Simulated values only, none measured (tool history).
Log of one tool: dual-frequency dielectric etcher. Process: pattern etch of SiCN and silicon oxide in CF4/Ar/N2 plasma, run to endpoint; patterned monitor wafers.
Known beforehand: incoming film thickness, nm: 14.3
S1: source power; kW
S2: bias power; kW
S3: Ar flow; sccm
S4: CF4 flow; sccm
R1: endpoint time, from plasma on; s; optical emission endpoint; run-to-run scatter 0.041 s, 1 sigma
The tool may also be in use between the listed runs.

| run | hour | S1 | S2 | S3 | S4 | R1 |
|---|---|---|---|---|---|---|
| 1 | 0.0 | 0.580 | 0.067 | 99 | 53 | 14.112 |
| 2 | 5.2 | 0.620 | 0.067 | 99 | 53 | 13.164 |
| 3 | 6.0 | 0.650 | 0.067 | 99 | 53 | 12.680 |
| 4 | 10.3 | 0.670 | 0.067 | 99 | 53 | 12.302 |
| 5 | 12.6 | 0.690 | 0.067 | 99 | 53 | 11.930 |
| 6 | 18.1 | 0.710 | 0.067 | 99 | 53 | 11.758 |
| 7 | 22.1 | 0.730 | 0.068 | 99 | 53 | 11.226 |

Estimate the outcome of run 8 from the log above:
| 8 | 26.8 | 0.740 | 0.068 | 99 | 53 | ? |

R1: 11.185 s

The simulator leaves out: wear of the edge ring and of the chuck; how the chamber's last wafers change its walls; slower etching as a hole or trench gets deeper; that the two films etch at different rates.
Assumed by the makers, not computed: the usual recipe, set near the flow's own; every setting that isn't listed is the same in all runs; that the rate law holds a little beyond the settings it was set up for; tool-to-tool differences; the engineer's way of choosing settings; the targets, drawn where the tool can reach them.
